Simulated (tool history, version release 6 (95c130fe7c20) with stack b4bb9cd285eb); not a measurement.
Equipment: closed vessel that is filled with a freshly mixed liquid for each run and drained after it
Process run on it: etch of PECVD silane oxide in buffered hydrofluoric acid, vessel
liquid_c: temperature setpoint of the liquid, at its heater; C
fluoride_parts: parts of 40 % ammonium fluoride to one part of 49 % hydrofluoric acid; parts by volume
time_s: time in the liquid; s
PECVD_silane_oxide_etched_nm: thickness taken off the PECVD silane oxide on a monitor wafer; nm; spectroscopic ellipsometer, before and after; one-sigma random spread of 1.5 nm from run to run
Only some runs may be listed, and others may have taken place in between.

Run 1, hour 0: liquid_c 24 C, fluoride_parts 18 parts by volume, time_s 95 s. Result: PECVD_silane_oxide_etched_nm 160.84 nm.
Run 2, hour 8.5: liquid_c 24 C, fluoride_parts 21 parts by volume, time_s 95 s. Result: PECVD_silane_oxide_etched_nm 138.67 nm.
Run 3, hour 14.5: liquid_c 22 C, fluoride_parts 21 parts by volume, time_s 95 s. Result: PECVD_silane_oxide_etched_nm 125.14 nm.
Run 4, hour 20.6: liquid_c 24.5 C, fluoride_parts 21 parts by volume, time_s 95 s. Result: PECVD_silane_oxide_etched_nm 143.49 nm.
Run 5, hour 22.1: liquid_c 26 C, fluoride_parts 21 parts by volume, time_s 95 s. Result: PECVD_silane_oxide_etched_nm 156.18 nm.
Run 6, hour 26.9: liquid_c 27.5 C, fluoride_parts 21 parts by volume, time_s 95 s. Result: PECVD_silane_oxide_etched_nm 168.66 nm.

Expected results for the next run?
Run 7, hour 31.9: liquid_c 28 C, fluoride_parts 21 parts by volume, time_s 95 s. Result: PECVD_silane_oxide_etched_nm ?.

PECVD_silane_oxide_etched_nm: 175.83 nm
